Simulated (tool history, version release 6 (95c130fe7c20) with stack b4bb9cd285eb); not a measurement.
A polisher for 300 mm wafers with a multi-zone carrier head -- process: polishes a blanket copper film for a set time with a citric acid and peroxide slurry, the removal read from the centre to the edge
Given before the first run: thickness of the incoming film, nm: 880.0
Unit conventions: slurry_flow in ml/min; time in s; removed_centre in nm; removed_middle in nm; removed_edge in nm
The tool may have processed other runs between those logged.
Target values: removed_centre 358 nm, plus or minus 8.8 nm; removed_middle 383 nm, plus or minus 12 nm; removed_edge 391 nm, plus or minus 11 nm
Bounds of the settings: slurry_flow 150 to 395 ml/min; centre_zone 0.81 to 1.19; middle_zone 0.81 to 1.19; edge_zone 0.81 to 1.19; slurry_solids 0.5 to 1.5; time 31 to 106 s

run 1 hour=0 | slurry_flow=250 centre_zone=1 middle_zone=1 edge_zone=1 slurry_solids=1 time=68 | removed_centre=275.69 removed_middle=284.55 removed_edge=272.76
run 2 hour=6.1 | slurry_flow=250 centre_zone=0.96 middle_zone=1 edge_zone=1 slurry_solids=1 time=68 | removed_centre=265.11 removed_middle=280.78 removed_edge=274.22
run 3 hour=7.9 | slurry_flow=255 centre_zone=0.97 middle_zone=1.01 edge_zone=1.04 slurry_solids=1.1 time=70 | removed_centre=286.85 removed_middle=303.62 removed_edge=296.74
run 4 hour=15.4 | slurry_flow=260 centre_zone=0.97 middle_zone=1.01 edge_zone=1.07 slurry_solids=1.2 time=71 | removed_centre=297.74 removed_middle=314 removed_edge=309.45
run 5 hour=22.5 | slurry_flow=205 centre_zone=0.97 middle_zone=1.01 edge_zone=1.07 slurry_solids=1.2 time=71 | removed_centre=293.54 removed_middle=307.97 removed_edge=306.26
run 6 hour=24.5 | slurry_flow=210 centre_zone=0.97 middle_zone=1.02 edge_zone=1.1 slurry_solids=1.25 time=73 | removed_centre=299.28 removed_middle=317.03 removed_edge=324.64
run 7 hour=26.7 | slurry_flow=280 centre_zone=1.07 middle_zone=1.12 edge_zone=1.19 slurry_solids=1.5 time=78 | removed_centre=387.45 removed_middle=388.08 removed_edge=388.05
run 8 hour=28.8 | slurry_flow=270 centre_zone=1.05 middle_zone=1.11 edge_zone=1.19 slurry_solids=1.5 time=79 | removed_centre=378 removed_middle=393.17 removed_edge=392.92

Which of these 4 next moves meets every target?
run A hour=30.9 | slurry_flow=215 centre_zone=0.89 middle_zone=0.97 edge_zone=1.19 slurry_solids=1.45 time=86 | removed_centre=? removed_middle=? removed_edge=?
run B hour=30.9 | slurry_flow=275 centre_zone=1.06 middle_zone=1.06 edge_zone=1.19 slurry_solids=1.5 time=79 | removed_centre=? removed_middle=? removed_edge=?
run C hour=30.9 | slurry_flow=250 centre_zone=1 middle_zone=1.06 edge_zone=1.19 slurry_solids=1.5 time=79 | removed_centre=? removed_middle=? removed_edge=?
run D hour=30.9 | slurry_flow=295 centre_zone=1.06 middle_zone=1.15 edge_zone=1.19 slurry_solids=1.5 time=78 | removed_centre=? removed_middle=? removed_edge=?

move=A removed_centre=337.48 removed_middle=380.02 removed_edge=416.47
move=B removed_centre=380.42 removed_middle=382.8 removed_edge=390.57
move=C removed_centre=356.13 removed_middle=380.42 removed_edge=388.65
move=D removed_centre=377.79 removed_middle=404.39 removed_edge=386.6
A: pushes the last run's worst result past its target
B: the biggest miss grows against the last run
C: all results land within tolerance of their targets
D: no nearer and no further than the last run
Answer: C
